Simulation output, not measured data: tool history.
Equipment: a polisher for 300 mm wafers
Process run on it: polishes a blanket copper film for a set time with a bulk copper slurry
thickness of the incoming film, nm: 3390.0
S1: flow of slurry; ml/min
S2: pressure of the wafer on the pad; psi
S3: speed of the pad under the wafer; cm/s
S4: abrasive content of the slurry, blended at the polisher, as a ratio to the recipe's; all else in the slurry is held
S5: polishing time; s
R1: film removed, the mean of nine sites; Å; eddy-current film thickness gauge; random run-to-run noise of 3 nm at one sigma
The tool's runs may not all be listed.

Run 1, day 0: S1 290 ml/min, S2 3.4 psi, S3 122 cm/s, S4 1, S5 46 s. Result: R1 5224.3 Å.
Run 2, day 0.071: S1 290 ml/min, S2 3.4 psi, S3 122 cm/s, S4 1, S5 46 s. Result: R1 5193.3 Å.
Run 3, day 0.275: S1 290 ml/min, S2 3.7 psi, S3 122 cm/s, S4 1, S5 46 s. Result: R1 5611.4 Å.
Run 4, day 0.612: S1 290 ml/min, S2 3.3 psi, S3 122 cm/s, S4 1, S5 46 s. Result: R1 5050.6 Å.
Run 5, day 0.904: S1 290 ml/min, S2 3 psi, S3 122 cm/s, S4 1, S5 46 s. Result: R1 4569.2 Å.
Run 6, day 1.008: S1 290 ml/min, S2 3 psi, S3 122 cm/s, S4 1, S5 46 s. Result: R1 4558.8 Å.
Run 7, day 1.242: S1 285 ml/min, S2 2.1 psi, S3 120 cm/s, S4 1, S5 46 s. Result: R1 3167.6 Å.
Run 8, day 1.267: S1 290 ml/min, S2 2.2 psi, S3 120 cm/s, S4 1, S5 46 s. Result: R1 3368.4 Å.

For run 9, what comes out?
Run 9, day 1.383: S1 295 ml/min, S2 2.2 psi, S3 120 cm/s, S4 1, S5 46 s. Result: R1 ?.

{"run 9": {"R1": 3321.3}}

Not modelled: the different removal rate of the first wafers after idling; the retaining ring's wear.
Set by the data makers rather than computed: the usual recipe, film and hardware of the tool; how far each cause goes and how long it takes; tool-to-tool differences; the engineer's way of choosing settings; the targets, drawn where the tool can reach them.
